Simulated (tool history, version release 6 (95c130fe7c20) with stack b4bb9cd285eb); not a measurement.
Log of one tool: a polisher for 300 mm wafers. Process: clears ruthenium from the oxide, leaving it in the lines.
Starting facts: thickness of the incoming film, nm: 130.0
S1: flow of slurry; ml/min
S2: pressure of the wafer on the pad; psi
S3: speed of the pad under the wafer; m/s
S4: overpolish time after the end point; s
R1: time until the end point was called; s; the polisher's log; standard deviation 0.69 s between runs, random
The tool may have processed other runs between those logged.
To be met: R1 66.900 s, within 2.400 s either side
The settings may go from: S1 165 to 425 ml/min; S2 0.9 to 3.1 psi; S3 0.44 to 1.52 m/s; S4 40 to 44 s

run,hour,S1,S2,S3,S4,R1
1,0.0,275,2.0,0.98,40,128.190
2,7.6,275,2.0,1.06,40,118.780
3,16.1,275,2.4,1.06,40,100.680
4,19.1,275,2.4,1.06,44,100.590
5,24.2,275,2.4,0.90,44,117.770
6,28.8,280,2.6,1.00,44,97.461
7,31.7,280,2.8,1.06,44,87.415
8,34.2,280,2.9,1.12,44,81.129

Pick the move, out of 4, that brings all results within their allowed miss; only one does.
A,36.7,315,3.1,1.24,44,?
B,36.7,290,3.1,1.18,44,?
C,36.7,275,2.8,1.28,42,?
D,36.7,320,2.9,1.00,44,?

move,R1
A,67.176
B,71.066
C,72.436
D,87.909
A: hits every target within its allowed miss
B: gains on the last run, yet a result remains outside its allowed miss
C: gains on the last run, yet a result remains outside its allowed miss
D: moves away from the targets compared with the last run
A meets every target.
